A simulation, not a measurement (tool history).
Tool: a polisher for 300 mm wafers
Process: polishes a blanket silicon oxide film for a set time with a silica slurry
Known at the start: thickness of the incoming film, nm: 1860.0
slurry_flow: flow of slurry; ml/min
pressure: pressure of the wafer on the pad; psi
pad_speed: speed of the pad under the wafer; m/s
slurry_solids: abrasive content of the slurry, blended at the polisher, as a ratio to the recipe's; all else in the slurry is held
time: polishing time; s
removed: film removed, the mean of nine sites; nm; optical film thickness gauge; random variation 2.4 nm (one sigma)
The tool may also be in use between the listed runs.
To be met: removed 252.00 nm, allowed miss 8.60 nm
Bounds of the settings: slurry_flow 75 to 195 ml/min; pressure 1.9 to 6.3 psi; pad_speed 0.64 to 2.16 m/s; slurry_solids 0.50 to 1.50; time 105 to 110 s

run	hour	slurry_flow	pressure	pad_speed	slurry_solids	time	removed
1	0.0	125	4.1	1.40	1.00	105	363.26
2	7.9	105	4.1	1.40	1.00	105	357.32
3	12.1	135	4.1	1.40	1.00	105	372.28
4	15.1	130	3.8	1.40	1.00	105	343.62
5	23.5	125	3.6	1.40	1.00	105	331.89
6	31.9	135	3.6	1.40	1.00	105	331.73
7	36.6	135	3.4	1.40	1.00	105	313.67
8	40.1	135	3.2	1.40	1.00	105	295.82
9	44.2	135	3.1	1.40	1.00	105	287.69
10	52.2	130	3.0	1.40	1.00	105	272.48
11	57.0	125	3.0	1.40	1.00	105	273.99
12	59.6	125	3.0	1.40	1.00	105	281.43
13	64.8	125	2.9	1.40	1.00	105	268.93
14	71.7	120	2.9	1.40	1.00	105	269.82
15	73.3	110	2.6	1.40	1.00	105	237.37
16	79.4	115	2.6	1.40	1.00	105	243.45

Which of these 5 next moves meets every target?
A	85.5	90	3.2	1.04	1.00	105	?
B	85.5	165	2.3	1.48	0.90	110	?
C	85.5	135	2.5	1.28	1.05	105	?
D	85.5	130	2.8	1.26	1.05	105	?
E	85.5	160	2.7	1.34	0.85	105	?

move	removed
A	233.01
B	238.76
C	234.19
D	254.31
E	239.09
A: further off than the last run
B: further off than the last run
C: further off than the last run
D: meets every target
E: further off than the last run
The right move is D.
